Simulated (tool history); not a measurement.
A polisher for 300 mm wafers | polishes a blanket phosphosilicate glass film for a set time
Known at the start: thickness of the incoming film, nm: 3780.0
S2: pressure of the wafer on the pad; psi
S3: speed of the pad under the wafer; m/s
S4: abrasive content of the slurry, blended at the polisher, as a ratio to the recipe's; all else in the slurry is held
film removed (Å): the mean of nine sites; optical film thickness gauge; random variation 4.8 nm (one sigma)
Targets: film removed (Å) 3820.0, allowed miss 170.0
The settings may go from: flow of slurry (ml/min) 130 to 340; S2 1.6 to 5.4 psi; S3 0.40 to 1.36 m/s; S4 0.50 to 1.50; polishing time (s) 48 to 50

{"run": 1, "day": 0.0, "flow of slurry (ml/min)": 220, "S2": 3.5, "S3": 0.88, "S4": 1.0, "polishing time (s)": 48, "film removed (Å)": 5008.4}
{"run": 2, "day": 0.208, "flow of slurry (ml/min)": 220, "S2": 3.3, "S3": 0.88, "S4": 1.0, "polishing time (s)": 48, "film removed (Å)": 4599.8}
{"run": 3, "day": 0.258, "flow of slurry (ml/min)": 220, "S2": 3.2, "S3": 0.88, "S4": 1.0, "polishing time (s)": 48, "film removed (Å)": 4640.6}
{"run": 4, "day": 0.596, "flow of slurry (ml/min)": 220, "S2": 3.2, "S3": 0.88, "S4": 1.0, "polishing time (s)": 48, "film removed (Å)": 4561.8}
{"run": 5, "day": 0.95, "flow of slurry (ml/min)": 220, "S2": 3.1, "S3": 0.88, "S4": 1.0, "polishing time (s)": 48, "film removed (Å)": 4562.6}
{"run": 6, "day": 1.304, "flow of slurry (ml/min)": 220, "S2": 3.0, "S3": 0.88, "S4": 1.0, "polishing time (s)": 48, "film removed (Å)": 4375.5}
{"run": 7, "day": 1.433, "flow of slurry (ml/min)": 220, "S2": 2.9, "S3": 0.88, "S4": 1.0, "polishing time (s)": 48, "film removed (Å)": 4226.0}
{"run": 8, "day": 1.7, "flow of slurry (ml/min)": 220, "S2": 2.8, "S3": 0.88, "S4": 1.0, "polishing time (s)": 48, "film removed (Å)": 4161.6}
{"run": 9, "day": 1.992, "flow of slurry (ml/min)": 220, "S2": 2.7, "S3": 0.88, "S4": 1.0, "polishing time (s)": 48, "film removed (Å)": 4060.1}

Which of these 4 next moves meets every target?
{"run": "A", "day": 2.283, "flow of slurry (ml/min)": 185, "S2": 3.0, "S3": 0.8, "S4": 1.05, "polishing time (s)": 50, "film removed (Å)": "?"}
{"run": "B", "day": 2.283, "flow of slurry (ml/min)": 235, "S2": 2.5, "S3": 0.88, "S4": 1.0, "polishing time (s)": 48, "film removed (Å)": "?"}
{"run": "C", "day": 2.283, "flow of slurry (ml/min)": 250, "S2": 2.9, "S3": 0.9, "S4": 0.9, "polishing time (s)": 50, "film removed (Å)": "?"}
{"run": "D", "day": 2.283, "flow of slurry (ml/min)": 285, "S2": 2.5, "S3": 0.9, "S4": 1.05, "polishing time (s)": 50, "film removed (Å)": "?"}

move=A film_removed_(Å)=4268.9
move=B film_removed_(Å)=3818.4
move=C film_removed_(Å)=4317.0
move=D film_removed_(Å)=4207.6
A: further off than the last run
B: meets every target
C: further off than the last run
D: further off than the last run
Move B is the one to make.

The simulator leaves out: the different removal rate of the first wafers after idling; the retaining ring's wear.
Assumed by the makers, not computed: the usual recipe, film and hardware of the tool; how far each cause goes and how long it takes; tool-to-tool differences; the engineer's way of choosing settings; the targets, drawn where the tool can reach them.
